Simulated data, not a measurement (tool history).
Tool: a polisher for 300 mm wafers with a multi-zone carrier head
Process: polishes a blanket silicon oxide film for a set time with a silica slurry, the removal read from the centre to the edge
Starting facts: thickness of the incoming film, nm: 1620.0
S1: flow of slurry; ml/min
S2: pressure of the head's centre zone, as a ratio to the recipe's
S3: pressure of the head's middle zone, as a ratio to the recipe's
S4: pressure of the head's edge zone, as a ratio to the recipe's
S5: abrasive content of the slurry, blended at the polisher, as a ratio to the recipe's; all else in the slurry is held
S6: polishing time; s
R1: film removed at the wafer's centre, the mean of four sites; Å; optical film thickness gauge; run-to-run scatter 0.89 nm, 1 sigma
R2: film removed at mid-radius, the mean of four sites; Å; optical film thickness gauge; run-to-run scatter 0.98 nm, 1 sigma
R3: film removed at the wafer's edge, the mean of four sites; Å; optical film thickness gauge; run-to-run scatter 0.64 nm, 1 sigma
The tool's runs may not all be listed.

run 1 hour=0.0 | S1=295 S2=1.00 S3=1.00 S4=1.00 S5=1.00 S6=44 | R1=1272.80 R2=1293.00 R3=1233.40
run 2 hour=8.1 | S1=290 S2=0.99 S3=0.97 S4=1.00 S5=0.90 S6=43 | R1=1148.20 R2=1140.90 R3=1139.70
run 3 hour=11.6 | S1=290 S2=0.99 S3=0.97 S4=1.00 S5=0.80 S6=43 | R1=1017.90 R2=1001.20 R3=1029.90
run 4 hour=20.3 | S1=290 S2=0.99 S3=0.97 S4=1.08 S5=0.80 S6=43 | R1=1032.70 R2=1006.00 R3=1065.60
run 5 hour=22.9 | S1=290 S2=0.99 S3=0.94 S4=1.08 S5=0.80 S6=43 | R1=1027.90 R2=996.62 R3=1073.80
run 6 hour=30.3 | S1=290 S2=1.00 S3=0.93 S4=1.07 S5=0.75 S6=43 | R1=986.99 R2=928.60 R3=992.31
run 7 hour=32.1 | S1=290 S2=1.00 S3=0.93 S4=1.07 S5=0.75 S6=43 | R1=964.69 R2=924.35 R3=988.41

Run 8 has not been measured yet. What should we expect?
-- hour=33.2 worn pad replaced by a new one
run 8 hour=33.2 | S1=285 S2=1.00 S3=0.91 S4=1.07 S5=0.75 S6=43 | R1=? R2=? R3=?

{"run 8": {"R1": 1035.9, "R2": 978.35, "R3": 1048.4}}
